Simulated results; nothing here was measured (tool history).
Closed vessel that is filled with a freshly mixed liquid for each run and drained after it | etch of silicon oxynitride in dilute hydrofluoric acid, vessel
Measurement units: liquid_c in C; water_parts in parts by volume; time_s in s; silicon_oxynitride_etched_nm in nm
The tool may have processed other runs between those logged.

run    day  liquid_c  water_parts  time_s  silicon_oxynitride_etched_nm
  1      0        22           50     190                        6.0387
  2  0.046      19.5           50     190                        5.3704
  3  0.188      19.5           50     190                        5.3549
  4  0.254      19.5           40     190                        6.7181
  5  0.488        18           40     190                        6.2628
  6  0.558        17           40     190                        5.9453
  7  0.775      17.5           40     190                         6.095

Predict the results of run 8:
  8  0.812        18           40     190                             ?

{"run 8": {"silicon_oxynitride_etched_nm": 6.2216}}
